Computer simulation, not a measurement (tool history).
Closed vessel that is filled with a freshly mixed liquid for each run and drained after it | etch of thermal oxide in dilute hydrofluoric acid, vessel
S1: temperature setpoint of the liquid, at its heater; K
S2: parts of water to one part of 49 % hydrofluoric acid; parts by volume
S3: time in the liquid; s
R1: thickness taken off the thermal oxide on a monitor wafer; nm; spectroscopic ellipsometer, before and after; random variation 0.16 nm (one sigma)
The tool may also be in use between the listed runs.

Run 1, hour 0.0: S1 297.15 K, S2 100 parts by volume, S3 500 s. Result: R1 22.966 nm.
Run 2, hour 2.6: S1 298.65 K, S2 95 parts by volume, S3 500 s. Result: R1 25.763 nm.
Run 3, hour 8.0: S1 298.65 K, S2 60 parts by volume, S3 500 s. Result: R1 42.435 nm.
Run 4, hour 15.4: S1 298.15 K, S2 60 parts by volume, S3 500 s. Result: R1 41.843 nm.
Run 5, hour 21.3: S1 298.15 K, S2 60 parts by volume, S3 500 s. Result: R1 42.170 nm.
Run 6, hour 28.1: S1 301.15 K, S2 60 parts by volume, S3 500 s. Result: R1 47.315 nm.
Run 7, hour 31.0: S1 300.15 K, S2 60 parts by volume, S3 500 s. Result: R1 45.560 nm.
Run 8, hour 34.8: S1 299.15 K, S2 60 parts by volume, S3 500 s. Result: R1 44.036 nm.
Run 9, hour 41.9: S1 298.65 K, S2 60 parts by volume, S3 500 s. Result: R1 42.950 nm.
Run 10, hour 45.5: S1 298.15 K, S2 60 parts by volume, S3 500 s. Result: R1 41.761 nm.
Run 11, hour 47.8: S1 297.65 K, S2 60 parts by volume, S3 500 s. Result: R1 41.045 nm.
Run 12, hour 54.5: S1 297.15 K, S2 60 parts by volume, S3 500 s. Result: R1 40.292 nm.
Run 13, hour 58.8: S1 296.65 K, S2 60 parts by volume, S3 500 s. Result: R1 39.535 nm.
Run 14, hour 62.3: S1 296.15 K, S2 60 parts by volume, S3 500 s. Result: R1 38.550 nm.

Run 15 comes next. What will it give?
Run 15, hour 65.2: S1 295.65 K, S2 60 parts by volume, S3 500 s. Result: R1 ?.

{"run 15": {"R1": 37.914}}

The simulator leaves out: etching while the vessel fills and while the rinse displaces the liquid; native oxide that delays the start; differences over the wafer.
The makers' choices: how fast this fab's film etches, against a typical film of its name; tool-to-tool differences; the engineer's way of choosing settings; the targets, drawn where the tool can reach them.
